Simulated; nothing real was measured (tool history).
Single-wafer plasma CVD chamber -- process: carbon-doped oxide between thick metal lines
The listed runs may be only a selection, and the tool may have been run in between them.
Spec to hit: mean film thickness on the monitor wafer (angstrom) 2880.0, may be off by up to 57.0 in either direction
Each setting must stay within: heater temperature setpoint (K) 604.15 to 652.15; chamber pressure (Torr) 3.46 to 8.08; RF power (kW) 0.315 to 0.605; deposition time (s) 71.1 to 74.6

| run | hour | heater temperature setpoint (K) | chamber pressure (Torr) | RF power (kW) | deposition time (s) | mean film thickness on the monitor wafer (angstrom) |
|---|---|---|---|---|---|---|
| 1 | 0.0 | 628.15 | 5.77 | 0.460 | 74.6 | 3169.2 |
| 2 | 6.9 | 629.15 | 5.58 | 0.455 | 74.6 | 3127.0 |
| 3 | 14.9 | 629.15 | 5.58 | 0.455 | 74.6 | 3132.7 |
| 4 | 21.9 | 629.15 | 5.58 | 0.455 | 71.1 | 2989.8 |
| 5 | 26.4 | 630.15 | 5.49 | 0.455 | 71.1 | 2960.2 |
| 6 | 35.0 | 630.15 | 5.49 | 0.455 | 71.1 | 2958.5 |
| 7 | 43.4 | 631.15 | 5.44 | 0.455 | 71.1 | 2973.5 |
| 8 | 52.3 | 631.15 | 5.36 | 0.455 | 71.1 | 2944.0 |

Of the 4 settings listed for the next run, only one would bring every result within its allowed miss of target. Which one?
| A | 61.2 | 630.15 | 5.13 | 0.470 | 71.1 | ? |
| B | 61.2 | 619.15 | 4.97 | 0.450 | 72.8 | ? |
| C | 61.2 | 631.15 | 5.42 | 0.470 | 71.1 | ? |
| D | 61.2 | 632.15 | 5.55 | 0.445 | 71.1 | ? |

| move | mean film thickness on the monitor wafer (angstrom) |
|---|---|
| A | 3012.0 |
| B | 3029.4 |
| C | 3029.5 |
| D | 2879.4 |
A: lands further from the targets than the last run did
B: lands further from the targets than the last run did
C: lands further from the targets than the last run did
D: each result inside its tolerance
D is the move that brings every result within its allowed miss.
